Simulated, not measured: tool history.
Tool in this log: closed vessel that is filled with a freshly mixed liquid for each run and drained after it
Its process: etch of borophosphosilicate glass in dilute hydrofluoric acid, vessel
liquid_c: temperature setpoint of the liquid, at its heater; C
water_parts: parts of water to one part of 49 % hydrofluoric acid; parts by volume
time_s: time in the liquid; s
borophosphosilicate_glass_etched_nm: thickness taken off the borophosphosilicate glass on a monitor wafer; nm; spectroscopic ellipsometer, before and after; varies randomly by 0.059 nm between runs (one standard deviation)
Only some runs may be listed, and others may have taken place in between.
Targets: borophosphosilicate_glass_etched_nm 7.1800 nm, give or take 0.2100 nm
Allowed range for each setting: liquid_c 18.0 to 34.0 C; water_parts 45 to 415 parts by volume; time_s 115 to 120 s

| run | hour | liquid_c | water_parts | time_s | borophosphosilicate_glass_etched_nm |
|---|---|---|---|---|---|
| 1 | 0.0 | 26.0 | 230 | 115 | 15.2730 |
| 2 | 6.6 | 26.0 | 230 | 115 | 14.9630 |
| 3 | 11.2 | 24.0 | 255 | 115 | 12.5550 |
| 4 | 14.4 | 24.0 | 205 | 115 | 16.2640 |
| 5 | 20.5 | 24.0 | 245 | 115 | 13.0700 |
| 6 | 24.7 | 22.5 | 265 | 115 | 11.2580 |
| 7 | 32.2 | 21.5 | 280 | 115 | 10.1590 |
| 8 | 39.7 | 20.5 | 295 | 115 | 9.0970 |
| 9 | 42.1 | 20.5 | 295 | 115 | 9.0466 |
| 10 | 45.4 | 20.0 | 305 | 115 | 8.6013 |
| 11 | 46.5 | 19.5 | 310 | 115 | 8.2991 |

Exactly one of the 5 candidate moves below puts every result within its allowed miss. Which one?
| A | 47.6 | 18.0 | 255 | 120 | ? |
| B | 47.6 | 18.0 | 305 | 115 | ? |
| C | 47.6 | 24.0 | 385 | 115 | ? |
| D | 47.6 | 18.0 | 325 | 120 | ? |
| E | 47.6 | 18.5 | 310 | 115 | ? |

| move | borophosphosilicate_glass_etched_nm |
|---|---|
| A | 10.3350 |
| B | 7.9287 |
| C | 7.2317 |
| D | 7.6343 |
| E | 7.9133 |
A: its largest miss is bigger than the last run's
B: moves toward the targets from the last run without getting all of them in spec
C: every result lands within tolerance
D: moves toward the targets from the last run without getting all of them in spec
E: moves toward the targets from the last run without getting all of them in spec
Move C is the one to make.
